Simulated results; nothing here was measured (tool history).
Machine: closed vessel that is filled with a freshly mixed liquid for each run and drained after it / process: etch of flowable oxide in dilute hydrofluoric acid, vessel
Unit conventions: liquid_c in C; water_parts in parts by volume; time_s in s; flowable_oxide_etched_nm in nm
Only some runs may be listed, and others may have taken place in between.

run	day	liquid_c	water_parts	time_s	flowable_oxide_etched_nm
1	0	21	265	380	21.655
2	0.321	22	260	380	22.901
3	0.512	23	255	380	24.241
4	0.892	21	255	380	22.694
5	1.054	22.5	255	380	23.898
6	1.25	25	255	380	26.127

Estimate the outcome of run 7 from the log above:
7	1.6	29	225	380	?

flowable_oxide_etched_nm: 35.247 nm

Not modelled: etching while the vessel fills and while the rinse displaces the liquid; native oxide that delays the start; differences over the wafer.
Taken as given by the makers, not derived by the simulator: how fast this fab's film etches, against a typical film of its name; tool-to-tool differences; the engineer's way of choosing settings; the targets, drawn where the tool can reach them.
